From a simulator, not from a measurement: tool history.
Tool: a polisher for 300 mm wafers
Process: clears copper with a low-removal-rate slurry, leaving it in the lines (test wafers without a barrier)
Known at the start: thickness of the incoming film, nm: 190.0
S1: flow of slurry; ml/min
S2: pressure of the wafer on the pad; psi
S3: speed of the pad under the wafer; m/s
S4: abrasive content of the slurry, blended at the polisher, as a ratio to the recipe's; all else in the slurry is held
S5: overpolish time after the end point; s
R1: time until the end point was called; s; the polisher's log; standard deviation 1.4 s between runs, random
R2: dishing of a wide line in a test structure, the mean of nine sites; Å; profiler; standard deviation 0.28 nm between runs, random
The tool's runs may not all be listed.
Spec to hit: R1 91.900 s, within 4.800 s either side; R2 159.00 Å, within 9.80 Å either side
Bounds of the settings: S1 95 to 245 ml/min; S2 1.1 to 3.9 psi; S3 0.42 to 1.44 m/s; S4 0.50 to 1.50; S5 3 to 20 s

run	day	S1	S2	S3	S4	S5	R1	R2
1	0.000	155	2.5	0.92	1.00	10	79.633	202.52
2	0.196	155	2.4	0.92	1.00	10	80.616	195.14
3	0.379	155	2.4	1.14	1.00	10	70.873	227.23
4	0.442	155	2.2	1.14	1.00	10	74.674	215.23
5	0.608	155	2.0	1.14	1.00	10	80.052	205.15
6	0.671	155	2.0	1.26	1.00	10	72.731	215.01
7	1.033	155	1.8	1.26	1.00	10	77.724	208.92
8	1.308	155	1.3	1.24	1.00	8	91.191	139.49
9	1.592	155	1.3	1.22	1.00	10	94.124	176.02

Next run, 4 choices. One meets every target within its allowed miss, the rest don't. Which?
A	1.875	125	1.2	1.12	1.00	9	?	?
B	1.875	140	1.1	1.40	1.05	9	?	?
C	1.875	140	1.7	1.22	1.05	8	?	?
D	1.875	150	1.8	0.86	1.00	10	?	?

move	R1	R2
A	107.710	134.95
B	91.804	156.61
C	82.217	156.43
D	101.000	159.14
A: takes the biggest miss from the last run beyond its target
B: each result inside its tolerance
C: meets the target for the result that was furthest off, but another lies outside its allowed miss
D: meets the target for the result that was furthest off, but another lies outside its allowed miss
So the answer is move B, the one that meets all the targets.

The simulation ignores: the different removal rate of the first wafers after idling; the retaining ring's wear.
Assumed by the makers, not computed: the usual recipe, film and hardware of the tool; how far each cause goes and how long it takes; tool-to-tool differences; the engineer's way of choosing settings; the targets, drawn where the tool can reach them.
